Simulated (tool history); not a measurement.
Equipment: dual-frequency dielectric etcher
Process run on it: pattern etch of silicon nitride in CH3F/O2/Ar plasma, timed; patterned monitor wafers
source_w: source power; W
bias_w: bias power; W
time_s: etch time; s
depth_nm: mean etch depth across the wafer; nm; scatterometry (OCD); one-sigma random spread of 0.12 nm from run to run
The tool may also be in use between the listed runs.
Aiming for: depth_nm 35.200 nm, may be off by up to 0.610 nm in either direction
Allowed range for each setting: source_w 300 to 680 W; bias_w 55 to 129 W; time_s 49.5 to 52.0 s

run	hour	source_w	bias_w	time_s	depth_nm
1	0.0	490	92	49.5	41.391
2	2.5	460	90	49.5	39.658
3	5.7	440	89	49.5	39.164
4	9.1	440	96	49.5	39.868
5	17.3	440	96	49.5	39.883
6	24.4	440	96	49.5	39.575
7	27.1	440	96	49.5	39.774
8	35.1	420	95	49.5	38.946
9	41.8	400	94	49.5	37.887
10	49.4	390	94	49.5	37.462

Exercise: of the 4 proposed moves below, exactly one satisfies all targets within the stated allowed misses. Which move is it?
A	57.0	510	70	50.5	?
B	57.0	350	84	50.5	?
C	57.0	360	105	51.0	?
D	57.0	390	102	52.0	?

move	depth_nm
A	39.942
B	35.202
C	38.408
D	40.304
A: the biggest miss grows against the last run
B: every result within its allowed miss
C: the biggest miss grows against the last run
D: the biggest miss grows against the last run
So the answer is move B, the one that meets all the targets.
